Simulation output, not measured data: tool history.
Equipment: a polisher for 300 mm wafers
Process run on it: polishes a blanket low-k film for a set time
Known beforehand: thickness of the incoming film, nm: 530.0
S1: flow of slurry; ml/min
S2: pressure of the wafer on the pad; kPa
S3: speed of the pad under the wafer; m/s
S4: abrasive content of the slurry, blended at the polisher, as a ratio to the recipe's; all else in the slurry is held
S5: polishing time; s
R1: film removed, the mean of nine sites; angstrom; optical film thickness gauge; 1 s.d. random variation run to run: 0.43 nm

run,hour,S1,S2,S3,S4,S5,R1
1,0,130,17.2,1.28,1,67,446.84
2,3.7,130,16.5,1.28,1,67,433.35
3,6.2,130,15.9,1.28,1,67,426.19
4,10.5,130,15.9,1.5,1,67,482.34
5,19.2,130,14.5,1.5,1,67,439.4
6,22.7,130,14.5,1.5,1,67,442.12

What will run 7 give?
7,30.6,130,13.8,1.5,1,67,?

Run 7 yielded R1 424.65 angstrom.
